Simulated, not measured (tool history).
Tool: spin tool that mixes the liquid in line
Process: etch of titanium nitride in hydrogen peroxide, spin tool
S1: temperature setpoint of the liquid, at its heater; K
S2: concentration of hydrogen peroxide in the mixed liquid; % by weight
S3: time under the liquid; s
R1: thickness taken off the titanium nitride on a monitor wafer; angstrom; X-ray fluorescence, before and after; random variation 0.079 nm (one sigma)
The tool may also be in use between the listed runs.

run,hour,S1,S2,S3,R1
1,0,328.15,24.5,320,218.21
2,7.9,326.15,24.5,320,190.81
3,9,326.15,29.5,320,198.61
4,15.4,322.15,29.5,320,149.2
5,17.9,329.15,29.5,320,248.21
6,20.8,326.65,29.5,320,205.87
7,21.3,324.65,29.5,320,178.81

Forecast run 8:
8,23.3,323.15,29.5,320,?

{"run 8": {"R1": 160.29}}
